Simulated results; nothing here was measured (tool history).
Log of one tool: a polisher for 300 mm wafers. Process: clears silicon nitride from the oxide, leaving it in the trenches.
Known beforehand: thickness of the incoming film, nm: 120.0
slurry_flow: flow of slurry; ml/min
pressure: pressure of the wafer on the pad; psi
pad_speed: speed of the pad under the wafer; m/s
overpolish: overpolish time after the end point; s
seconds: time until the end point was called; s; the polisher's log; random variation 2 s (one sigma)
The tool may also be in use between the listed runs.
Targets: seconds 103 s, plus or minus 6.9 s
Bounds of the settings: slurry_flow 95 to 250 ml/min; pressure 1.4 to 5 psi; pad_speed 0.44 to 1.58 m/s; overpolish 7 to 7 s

run	day	slurry_flow	pressure	pad_speed	overpolish	seconds
1	0	160	3.2	1	7	143.36
2	0.267	160	3.2	1	7	142.24
3	0.4	160	3.2	0.88	7	162.96
4	0.529	140	3.2	0.88	7	165.83
5	0.579	140	3.4	0.88	7	154.68
6	0.888	140	3.4	1.06	7	127.04
7	1.175	140	3.5	1.06	7	130.16
# day 1.454: slurry nozzle cleaned
8	1.454	140	3.6	1.06	7	116.99
9	1.717	140	3.8	1.06	7	114.84

Consider the 4 candidate settings below. Which is the only one whose results all fall within their allowed miss of target?
A	1.979	100	4.2	1.1	7	?
B	1.979	145	3.6	0.98	7	?
C	1.979	155	4.3	1.18	7	?
D	1.979	150	3.3	0.94	7	?

move	seconds
A	107.36
B	131.58
C	91.505
D	148.38
A: every result lands within tolerance
B: lands further from the targets than the last run did
C: takes the result that was furthest off past its target
D: lands further from the targets than the last run did
A meets every target.
